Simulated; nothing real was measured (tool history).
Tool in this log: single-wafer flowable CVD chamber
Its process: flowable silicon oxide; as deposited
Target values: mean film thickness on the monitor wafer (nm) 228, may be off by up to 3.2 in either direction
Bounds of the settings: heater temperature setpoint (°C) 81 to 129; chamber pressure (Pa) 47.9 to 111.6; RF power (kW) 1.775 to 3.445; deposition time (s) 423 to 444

run	hour	heater temperature setpoint (°C)	chamber pressure (Pa)	RF power (kW)	deposition time (s)	mean film thickness on the monitor wafer (nm)
1	0	105	79.7	2.61	444	159.2
2	5.4	95	79.7	2.61	444	213.61
3	8.2	104	79.7	2.61	444	163.78
4	11.5	104	79.7	2.45	444	161.72
5	14	111	79.7	2.45	444	131.96
6	22	109	79.7	2.45	444	139.83
7	23.9	107	79.7	2.45	444	147.72
8	25.5	105	79.7	2.45	444	157.33
9	26.3	105	79.7	2.45	444	156.78
10	31.5	103	79.7	2.45	444	166.58
11	35.8	102	79.7	2.45	444	171.43
12	43.3	101	79.7	2.45	444	177.23
13	50	100	79.7	2.45	444	181.55
14	55.2	99	79.7	2.45	444	187.34
15	63.3	98	79.7	2.45	444	193.89
16	71	98	79.7	2.45	444	193.58
17	74.7	97	79.7	2.45	444	197.87
18	80.9	97	79.7	2.45	444	198.95
19	89.2	96	79.7	2.45	444	204.48
20	93.7	95	79.7	2.45	444	210.31
21	102.2	93	79.7	2.45	444	222.73

Exactly one of the 5 candidate moves below puts every result within its allowed miss. Which one?
A	110.7	93	82.1	2.43	444	?
B	110.7	90	75.2	2.505	423	?
C	110.7	87	61.9	3.075	444	?
D	110.7	88	66.7	2.595	439	?
E	110.7	92	79.2	2.35	438	?

move	mean film thickness on the monitor wafer (nm)
A	228.77
B	220.11
C	216.49
D	218.34
E	222.65
A: every result lands within tolerance
B: further off than the last run
C: further off than the last run
D: further off than the last run
E: as far off as the last run
A is the move that brings every result within its allowed miss.
